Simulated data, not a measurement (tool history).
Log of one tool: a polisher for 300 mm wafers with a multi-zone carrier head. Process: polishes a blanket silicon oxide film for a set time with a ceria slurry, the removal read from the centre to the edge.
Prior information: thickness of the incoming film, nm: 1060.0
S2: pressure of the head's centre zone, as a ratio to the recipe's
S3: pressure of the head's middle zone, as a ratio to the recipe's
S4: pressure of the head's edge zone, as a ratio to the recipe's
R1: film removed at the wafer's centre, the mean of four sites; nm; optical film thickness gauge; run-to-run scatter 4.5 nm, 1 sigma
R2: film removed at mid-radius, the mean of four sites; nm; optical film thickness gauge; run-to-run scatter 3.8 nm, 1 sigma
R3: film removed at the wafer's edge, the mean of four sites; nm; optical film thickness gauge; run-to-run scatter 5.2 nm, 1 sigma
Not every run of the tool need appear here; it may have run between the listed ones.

{"run": 1, "hour": 0.0, "flow of slurry (ml/min)": 230, "S2": 1, "S3": 1, "S4": 1, "polishing time (s)": 75, "R1": 358.25, "R2": 376.06, "R3": 365.2}
{"run": 2, "hour": 3.9, "flow of slurry (ml/min)": 230, "S2": 1, "S3": 1, "S4": 1, "polishing time (s)": 56, "R1": 269.56, "R2": 279.13, "R3": 272.6}
{"run": 3, "hour": 8.9, "flow of slurry (ml/min)": 245, "S2": 1.03, "S3": 1.04, "S4": 1.03, "polishing time (s)": 63, "R1": 316.87, "R2": 324.4, "R3": 317.19}
{"run": 4, "hour": 9.7, "flow of slurry (ml/min)": 245, "S2": 0.99, "S3": 1.04, "S4": 1.03, "polishing time (s)": 63, "R1": 300.76, "R2": 326.33, "R3": 312.47}
{"run": 5, "hour": 14.8, "flow of slurry (ml/min)": 190, "S2": 0.99, "S3": 1.04, "S4": 1.03, "polishing time (s)": 63, "R1": 292, "R2": 315.83, "R3": 304.64}
{"run": 6, "hour": 19.6, "flow of slurry (ml/min)": 190, "S2": 0.94, "S3": 1.04, "S4": 1.03, "polishing time (s)": 63, "R1": 280.44, "R2": 314.08, "R3": 307.46}
{"run": 7, "hour": 25.6, "flow of slurry (ml/min)": 210, "S2": 0.99, "S3": 1.07, "S4": 1.06, "polishing time (s)": 69, "R1": 326.39, "R2": 360.41, "R3": 338.5}

For run 8, what comes out?
{"run": 8, "hour": 29.6, "flow of slurry (ml/min)": 230, "S2": 1.01, "S3": 1.08, "S4": 1.09, "polishing time (s)": 74, "R1": "?", "R2": "?", "R3": "?"}

R1: 360.3 nm
R2: 393.79 nm
R3: 375.72 nm
